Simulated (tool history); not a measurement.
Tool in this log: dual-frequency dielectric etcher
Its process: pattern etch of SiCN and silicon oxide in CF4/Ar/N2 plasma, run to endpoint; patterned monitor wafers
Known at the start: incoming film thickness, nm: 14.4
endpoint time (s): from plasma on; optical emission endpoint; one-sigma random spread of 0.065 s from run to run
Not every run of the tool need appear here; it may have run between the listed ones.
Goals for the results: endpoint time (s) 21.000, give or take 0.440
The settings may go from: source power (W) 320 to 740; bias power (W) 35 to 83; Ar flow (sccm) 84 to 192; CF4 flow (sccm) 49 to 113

Run 1, hour 0.0: source power (W) 530, bias power (W) 59, Ar flow (sccm) 138, CF4 flow (sccm) 81. Result: endpoint time (s) 16.565.
Run 2, hour 1.2: source power (W) 490, bias power (W) 59, Ar flow (sccm) 138, CF4 flow (sccm) 81. Result: endpoint time (s) 17.315.
Run 3, hour 7.9: source power (W) 520, bias power (W) 59, Ar flow (sccm) 138, CF4 flow (sccm) 81. Result: endpoint time (s) 16.753.
Run 4, hour 14.4: source power (W) 490, bias power (W) 59, Ar flow (sccm) 138, CF4 flow (sccm) 81. Result: endpoint time (s) 17.322.
Run 5, hour 18.9: source power (W) 490, bias power (W) 59, Ar flow (sccm) 119, CF4 flow (sccm) 81. Result: endpoint time (s) 16.916.
Run 6, hour 26.9: source power (W) 490, bias power (W) 59, Ar flow (sccm) 119, CF4 flow (sccm) 92. Result: endpoint time (s) 16.456.
Run 7, hour 29.2: source power (W) 460, bias power (W) 58, Ar flow (sccm) 119, CF4 flow (sccm) 92. Result: endpoint time (s) 17.107.
Run 8, hour 36.4: source power (W) 430, bias power (W) 57, Ar flow (sccm) 120, CF4 flow (sccm) 92. Result: endpoint time (s) 17.859.
Run 9, hour 41.2: source power (W) 410, bias power (W) 56, Ar flow (sccm) 121, CF4 flow (sccm) 92. Result: endpoint time (s) 18.287.
Run 10, hour 46.2: source power (W) 390, bias power (W) 55, Ar flow (sccm) 122, CF4 flow (sccm) 92. Result: endpoint time (s) 18.869.
Run 11, hour 53.1: source power (W) 380, bias power (W) 54, Ar flow (sccm) 123, CF4 flow (sccm) 92. Result: endpoint time (s) 19.297.
Run 12, hour 54.1: source power (W) 370, bias power (W) 54, Ar flow (sccm) 123, CF4 flow (sccm) 92. Result: endpoint time (s) 19.522.
Run 13, hour 62.2: source power (W) 360, bias power (W) 54, Ar flow (sccm) 123, CF4 flow (sccm) 92. Result: endpoint time (s) 19.642.
Run 14, hour 66.5: source power (W) 350, bias power (W) 53, Ar flow (sccm) 124, CF4 flow (sccm) 92. Result: endpoint time (s) 20.099.

Which one of the following 4 next-run settings gets every result inside its allowed miss? There is exactly one.
Run A, hour 70.8: source power (W) 410, bias power (W) 46, Ar flow (sccm) 122, CF4 flow (sccm) 92. Result: endpoint time (s) ?.
Run B, hour 70.8: source power (W) 330, bias power (W) 55, Ar flow (sccm) 130, CF4 flow (sccm) 84. Result: endpoint time (s) ?.
Run C, hour 70.8: source power (W) 380, bias power (W) 47, Ar flow (sccm) 130, CF4 flow (sccm) 88. Result: endpoint time (s) ?.
Run D, hour 70.8: source power (W) 360, bias power (W) 49, Ar flow (sccm) 114, CF4 flow (sccm) 93. Result: endpoint time (s) ?.

move  endpoint time (s)
   A             19.290
   B             21.058
   C             20.290
   D             20.013
A: misses by more than the last run did
B: every result within its allowed miss
C: an improvement on the last run, though not all results are within tolerance
D: misses by more than the last run did
B meets every target.
